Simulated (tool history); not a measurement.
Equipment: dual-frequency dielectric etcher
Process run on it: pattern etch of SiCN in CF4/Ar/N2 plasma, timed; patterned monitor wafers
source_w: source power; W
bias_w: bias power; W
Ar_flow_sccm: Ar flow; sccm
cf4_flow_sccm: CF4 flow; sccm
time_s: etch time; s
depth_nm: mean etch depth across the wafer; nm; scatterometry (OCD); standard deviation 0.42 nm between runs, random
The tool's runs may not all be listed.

| run | hour | source_w | bias_w | Ar_flow_sccm | cf4_flow_sccm | time_s | depth_nm |
|---|---|---|---|---|---|---|---|
| 1 | 0.0 | 440 | 64 | 70 | 70 | 71.5 | 55.042 |
| 2 | 4.5 | 440 | 64 | 70 | 70 | 65.5 | 50.160 |
| 3 | 7.2 | 510 | 64 | 70 | 70 | 65.5 | 58.587 |
| 4 | 12.1 | 530 | 65 | 70 | 70 | 65.5 | 61.458 |
| 5 | 18.9 | 550 | 65 | 70 | 70 | 65.5 | 63.425 |
| 6 | 27.0 | 550 | 65 | 81 | 70 | 65.5 | 61.609 |
| 7 | 32.6 | 570 | 65 | 81 | 70 | 65.5 | 64.522 |
| 8 | 34.2 | 580 | 65 | 81 | 70 | 65.5 | 65.723 |

What will run 9 give?
| 9 | 40.7 | 590 | 65 | 81 | 70 | 65.5 | ? |

{"run 9": {"depth_nm": 67.007}}
